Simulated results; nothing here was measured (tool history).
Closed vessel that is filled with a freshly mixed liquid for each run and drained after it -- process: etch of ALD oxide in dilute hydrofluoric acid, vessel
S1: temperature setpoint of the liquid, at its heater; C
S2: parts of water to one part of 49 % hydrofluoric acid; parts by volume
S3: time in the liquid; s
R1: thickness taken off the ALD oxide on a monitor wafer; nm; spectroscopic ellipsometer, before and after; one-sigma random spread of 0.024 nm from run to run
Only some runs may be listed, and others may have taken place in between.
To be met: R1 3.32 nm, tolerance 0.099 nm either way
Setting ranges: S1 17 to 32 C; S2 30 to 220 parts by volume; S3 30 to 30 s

{"run": 1, "hour": 0.0, "S1": 24, "S2": 125, "S3": 30, "R1": 2.1513}
{"run": 2, "hour": 7.2, "S1": 25.5, "S2": 120, "S3": 30, "R1": 2.3832}
{"run": 3, "hour": 15.6, "S1": 26.5, "S2": 120, "S3": 30, "R1": 2.497}
{"run": 4, "hour": 17.5, "S1": 26.5, "S2": 120, "S3": 30, "R1": 2.4996}
{"run": 5, "hour": 23.3, "S1": 25, "S2": 120, "S3": 30, "R1": 2.3196}
{"run": 6, "hour": 27.7, "S1": 25, "S2": 120, "S3": 30, "R1": 2.3507}
{"run": 7, "hour": 28.6, "S1": 26, "S2": 120, "S3": 30, "R1": 2.4411}
{"run": 8, "hour": 33.3, "S1": 27, "S2": 120, "S3": 30, "R1": 2.5148}
{"run": 9, "hour": 37.6, "S1": 28, "S2": 120, "S3": 30, "R1": 2.6362}
{"run": 10, "hour": 41.8, "S1": 28.5, "S2": 120, "S3": 30, "R1": 2.695}
{"run": 11, "hour": 46.1, "S1": 29, "S2": 120, "S3": 30, "R1": 2.7032}
{"run": 12, "hour": 48.3, "S1": 29.5, "S2": 120, "S3": 30, "R1": 2.7433}
{"run": 13, "hour": 51.3, "S1": 32, "S2": 105, "S3": 30, "R1": 3.5381}
{"run": 14, "hour": 60.2, "S1": 31.5, "S2": 105, "S3": 30, "R1": 3.4828}

5 next moves are on the table. One of them brings every result within its allowed miss. Which?
{"run": "A", "hour": 69.1, "S1": 32, "S2": 105, "S3": 30, "R1": "?"}
{"run": "B", "hour": 69.1, "S1": 27, "S2": 95, "S3": 30, "R1": "?"}
{"run": "C", "hour": 69.1, "S1": 31, "S2": 100, "S3": 30, "R1": "?"}
{"run": "D", "hour": 69.1, "S1": 27.5, "S2": 90, "S3": 30, "R1": "?"}
{"run": "E", "hour": 69.1, "S1": 30, "S2": 100, "S3": 30, "R1": "?"}

move=A R1=3.5324
move=B R1=3.2795
move=C R1=3.6008
move=D R1=3.5531
move=E R1=3.4689
A: moves away from the targets compared with the last run
B: all results land within tolerance of their targets
C: moves away from the targets compared with the last run
D: moves away from the targets compared with the last run
E: nearer the targets than the last run, but a result is still out of spec
Answer: B
